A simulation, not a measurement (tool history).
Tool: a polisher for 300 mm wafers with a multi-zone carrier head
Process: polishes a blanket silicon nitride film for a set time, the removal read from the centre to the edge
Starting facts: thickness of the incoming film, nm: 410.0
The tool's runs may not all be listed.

| run | hour | flow of slurry (ml/min) | pressure of the head's centre zone | pressure of the head's middle zone | pressure of the head's edge zone | polishing time (s) | film removed at the wafer's centre (angstrom) | film removed at mid-radius (angstrom) | film removed at the wafer's edge (angstrom) |
|---|---|---|---|---|---|---|---|---|---|
| 1 | 0 | 245 | 1 | 1 | 1 | 57 | 1623.5 | 1676.5 | 1664.1 |
| 2 | 3.7 | 245 | 1 | 1 | 1.07 | 57 | 1611.1 | 1621.8 | 1710.1 |
| 3 | 9 | 245 | 1 | 1 | 1.07 | 48 | 1360.8 | 1392 | 1450 |
| 4 | 15.5 | 245 | 1 | 0.93 | 1.07 | 48 | 1363.2 | 1315.2 | 1442 |
| 5 | 23.2 | 260 | 1.03 | 0.98 | 1.07 | 54 | 1606.2 | 1546.2 | 1650.3 |
| 6 | 29.4 | 280 | 1.05 | 1.02 | 1.07 | 58 | 1784.8 | 1746.7 | 1787.6 |
| 7 | 32.4 | 280 | 1.05 | 1.02 | 1.07 | 58 | 1718.8 | 1725.6 | 1781.2 |
| 8 | 36.8 | 280 | 1.08 | 1.04 | 1.06 | 62 | 1926.6 | 1856.2 | 1878.3 |

What will run 9 give?
| 9 | 41.1 | 295 | 1.09 | 1.06 | 1.07 | 65 | ? | ? | ? |

Run 9 measured film removed at the wafer's centre (angstrom) 2099.4, film removed at mid-radius (angstrom) 1998.8, film removed at the wafer's edge (angstrom) 2009.8.
